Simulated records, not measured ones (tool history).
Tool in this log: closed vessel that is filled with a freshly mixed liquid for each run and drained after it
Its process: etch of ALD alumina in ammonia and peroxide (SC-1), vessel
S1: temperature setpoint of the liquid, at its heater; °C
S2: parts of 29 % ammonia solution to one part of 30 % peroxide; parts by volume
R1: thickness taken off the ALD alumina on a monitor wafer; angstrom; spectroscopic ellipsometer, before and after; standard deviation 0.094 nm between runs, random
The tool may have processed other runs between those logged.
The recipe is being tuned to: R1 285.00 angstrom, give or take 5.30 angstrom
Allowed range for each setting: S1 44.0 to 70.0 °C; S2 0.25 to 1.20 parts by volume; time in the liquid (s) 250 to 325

run 1 hour=0.0 | S1=60.0 S2=0.95 time_in_the_liquid_(s)=325 | R1=177.95
run 2 hour=1.9 | S1=60.0 S2=0.95 time_in_the_liquid_(s)=325 | R1=177.12
run 3 hour=11.2 | S1=60.0 S2=0.95 time_in_the_liquid_(s)=250 | R1=136.81
run 4 hour=15.7 | S1=62.5 S2=1.00 time_in_the_liquid_(s)=270 | R1=167.00
run 5 hour=24.7 | S1=64.5 S2=0.80 time_in_the_liquid_(s)=285 | R1=191.47
run 6 hour=30.8 | S1=64.5 S2=1.10 time_in_the_liquid_(s)=285 | R1=197.55
-- hour=37.1 ammonia flow meter replaced
run 7 hour=37.1 | S1=66.0 S2=1.15 time_in_the_liquid_(s)=295 | R1=222.76
run 8 hour=43.7 | S1=67.0 S2=1.15 time_in_the_liquid_(s)=300 | R1=236.90
run 9 hour=46.0 | S1=68.0 S2=1.15 time_in_the_liquid_(s)=305 | R1=253.35
run 10 hour=54.6 | S1=70.0 S2=1.20 time_in_the_liquid_(s)=315 | R1=291.00

Which single option among these 5 for the next run brings every result within its allowed miss of target? Just one does.
run A hour=63.2 | S1=70.0 S2=1.20 time_in_the_liquid_(s)=325 | R1=?
run B hour=63.2 | S1=70.0 S2=1.20 time_in_the_liquid_(s)=295 | R1=?
run C hour=63.2 | S1=70.0 S2=1.00 time_in_the_liquid_(s)=305 | R1=?
run D hour=63.2 | S1=70.0 S2=1.10 time_in_the_liquid_(s)=325 | R1=?
run E hour=63.2 | S1=70.0 S2=0.95 time_in_the_liquid_(s)=315 | R1=?

move=A R1=300.87
move=B R1=273.10
move=C R1=277.56
move=D R1=298.42
move=E R1=285.28
A: lands further from the targets than the last run did
B: pushes the last run's worst result past its target
C: pushes the last run's worst result past its target
D: lands further from the targets than the last run did
E: in spec on every target
E is the move that brings every result within its allowed miss.
